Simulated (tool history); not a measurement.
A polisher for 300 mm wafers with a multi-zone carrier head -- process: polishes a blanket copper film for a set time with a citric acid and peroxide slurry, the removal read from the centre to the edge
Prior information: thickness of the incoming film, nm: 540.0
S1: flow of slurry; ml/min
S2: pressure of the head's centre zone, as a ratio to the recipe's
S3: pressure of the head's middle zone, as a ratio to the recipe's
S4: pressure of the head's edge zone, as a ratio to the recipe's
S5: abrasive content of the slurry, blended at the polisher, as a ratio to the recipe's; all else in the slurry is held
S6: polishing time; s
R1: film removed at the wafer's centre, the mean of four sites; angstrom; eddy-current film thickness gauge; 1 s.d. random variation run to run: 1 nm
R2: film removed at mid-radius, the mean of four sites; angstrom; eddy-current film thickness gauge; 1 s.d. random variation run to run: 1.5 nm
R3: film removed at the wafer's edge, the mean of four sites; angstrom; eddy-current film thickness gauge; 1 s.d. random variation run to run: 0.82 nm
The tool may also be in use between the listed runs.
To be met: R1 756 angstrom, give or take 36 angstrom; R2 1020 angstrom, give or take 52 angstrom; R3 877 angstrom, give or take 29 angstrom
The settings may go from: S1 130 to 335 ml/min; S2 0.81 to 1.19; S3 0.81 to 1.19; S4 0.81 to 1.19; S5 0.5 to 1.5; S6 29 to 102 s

Run 1, day 0: S1 215 ml/min, S2 1, S3 1, S4 1, S5 1, S6 65 s. Result: R1 1317.6 angstrom, R2 1309.9 angstrom, R3 1283.4 angstrom.
Run 2, day 0.171: S1 215 ml/min, S2 0.95, S3 1, S4 1, S5 1, S6 65 s. Result: R1 1207.7 angstrom, R2 1307.8 angstrom, R3 1304 angstrom.
Run 3, day 0.296: S1 215 ml/min, S2 0.95, S3 1, S4 1, S5 1.2, S6 65 s. Result: R1 1287 angstrom, R2 1365.7 angstrom, R3 1351.5 angstrom.
Run 4, day 0.354: S1 215 ml/min, S2 0.95, S3 1, S4 1, S5 1.05, S6 65 s. Result: R1 1222.8 angstrom, R2 1311.4 angstrom, R3 1332.6 angstrom.
Run 5, day 0.383: S1 215 ml/min, S2 0.95, S3 1.02, S4 0.98, S5 1, S6 63 s. Result: R1 1177.4 angstrom, R2 1284.3 angstrom, R3 1240.1 angstrom.
Run 6, day 0.571: S1 265 ml/min, S2 0.95, S3 1.02, S4 0.98, S5 1, S6 63 s. Result: R1 1211.7 angstrom, R2 1318.3 angstrom, R3 1303.4 angstrom.
Run 7, day 0.679: S1 255 ml/min, S2 0.94, S3 1.03, S4 0.96, S5 0.95, S6 62 s. Result: R1 1149.3 angstrom, R2 1318.9 angstrom, R3 1232.2 angstrom.
Run 8, day 0.929: S1 250 ml/min, S2 0.93, S3 1.02, S4 0.95, S5 0.9, S6 61 s. Result: R1 1104.7 angstrom, R2 1197.7 angstrom, R3 1202.2 angstrom.
Run 9, day 1.308: S1 245 ml/min, S2 0.92, S3 1.04, S4 0.94, S5 0.85, S6 60 s. Result: R1 1081.6 angstrom, R2 1216.4 angstrom, R3 1151.7 angstrom.
Run 10, day 1.396: S1 195 ml/min, S2 0.82, S3 1.08, S4 0.99, S5 0.6, S6 45 s. Result: R1 654.68 angstrom, R2 867.72 angstrom, R3 801.23 angstrom.

Next run, 5 choices. One meets every target within its allowed miss, the rest don't. Which?
Run A, day 1.483: S1 155 ml/min, S2 1.07, S3 0.89, S4 0.98, S5 0.8, S6 40 s. Result: R1 ?, R2 ?, R3 ?.
Run B, day 1.483: S1 185 ml/min, S2 0.86, S3 1.17, S4 0.93, S5 0.7, S6 49 s. Result: R1 ?, R2 ?, R3 ?.
Run C, day 1.483: S1 130 ml/min, S2 0.81, S3 1.11, S4 0.99, S5 0.55, S6 52 s. Result: R1 ?, R2 ?, R3 ?.
Run D, day 1.483: S1 230 ml/min, S2 0.93, S3 0.81, S4 1.07, S5 0.7, S6 47 s. Result: R1 ?, R2 ?, R3 ?.
Run E, day 1.483: S1 160 ml/min, S2 0.81, S3 0.99, S4 1.02, S5 0.65, S6 51 s. Result: R1 ?, R2 ?, R3 ?.

move      R1      R2      R3
   A  759.33  657.21   747.4
   B  760.06  1028.2   895.3
   C  667.93  927.46  886.39
   D  817.36  748.66  937.43
   E  711.73  891.27  938.39
A: moves away from the targets compared with the last run
B: all results in spec
C: moves toward the targets from the last run without getting all of them in spec
D: moves away from the targets compared with the last run
E: moves toward the targets from the last run without getting all of them in spec
So the answer is move B, the one that meets all the targets.
